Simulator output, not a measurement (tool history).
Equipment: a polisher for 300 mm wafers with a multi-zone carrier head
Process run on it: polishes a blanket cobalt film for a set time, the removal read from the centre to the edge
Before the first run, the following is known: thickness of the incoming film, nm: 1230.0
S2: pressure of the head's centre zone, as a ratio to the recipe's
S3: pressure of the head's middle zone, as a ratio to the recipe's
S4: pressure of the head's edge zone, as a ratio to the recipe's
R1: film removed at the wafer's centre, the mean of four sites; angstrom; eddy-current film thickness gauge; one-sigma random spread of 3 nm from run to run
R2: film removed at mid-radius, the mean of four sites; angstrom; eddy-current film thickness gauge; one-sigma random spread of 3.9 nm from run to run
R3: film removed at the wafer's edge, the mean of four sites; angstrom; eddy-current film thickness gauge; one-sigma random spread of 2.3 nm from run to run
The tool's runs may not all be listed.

Run 1, hour 0.0: flow of slurry (ml/min) 290, S2 1.00, S3 1.00, S4 1.00, polishing time (s) 65. Result: R1 2456.8 angstrom, R2 2514.5 angstrom, R3 2459.5 angstrom.
Run 2, hour 2.9: flow of slurry (ml/min) 290, S2 0.99, S3 1.01, S4 1.03, polishing time (s) 66. Result: R1 2440.7 angstrom, R2 2585.1 angstrom, R3 2537.7 angstrom.
Run 3, hour 7.9: flow of slurry (ml/min) 290, S2 0.93, S3 1.01, S4 1.03, polishing time (s) 66. Result: R1 2374.9 angstrom, R2 2519.5 angstrom, R3 2535.8 angstrom.
Run 4, hour 13.6: flow of slurry (ml/min) 290, S2 0.93, S3 1.02, S4 1.05, polishing time (s) 67. Result: R1 2372.4 angstrom, R2 2606.2 angstrom, R3 2566.3 angstrom.
Run 5, hour 15.3: flow of slurry (ml/min) 290, S2 0.93, S3 1.02, S4 1.05, polishing time (s) 52. Result: R1 1855.4 angstrom, R2 2025.1 angstrom, R3 1998.5 angstrom.
Run 6, hour 21.6: flow of slurry (ml/min) 340, S2 0.93, S3 1.02, S4 1.05, polishing time (s) 52. Result: R1 1866.8 angstrom, R2 2006.7 angstrom, R3 2047.6 angstrom.
Run 7, hour 26.0: flow of slurry (ml/min) 345, S2 0.93, S3 1.03, S4 1.07, polishing time (s) 56. Result: R1 2026.9 angstrom, R2 2240.8 angstrom, R3 2222.8 angstrom.
Run 8, hour 32.1: flow of slurry (ml/min) 355, S2 0.93, S3 1.03, S4 1.09, polishing time (s) 58. Result: R1 2080.1 angstrom, R2 2298.6 angstrom, R3 2316.3 angstrom.
Run 9, hour 33.6: flow of slurry (ml/min) 360, S2 0.93, S3 1.04, S4 1.11, polishing time (s) 60. Result: R1 2154.7 angstrom, R2 2359.9 angstrom, R3 2410.9 angstrom.
Run 10, hour 35.8: flow of slurry (ml/min) 365, S2 0.93, S3 1.05, S4 1.12, polishing time (s) 62. Result: R1 2234.5 angstrom, R2 2495.9 angstrom, R3 2487.8 angstrom.

Estimate the outcome of run 11 from the log above:
Run 11, hour 41.7: flow of slurry (ml/min) 370, S2 0.92, S3 1.05, S4 1.13, polishing time (s) 64. Result: R1 ?, R2 ?, R3 ?.

{"run 11": {"R1": 2274.9, "R2": 2613.6, "R3": 2601.6}}
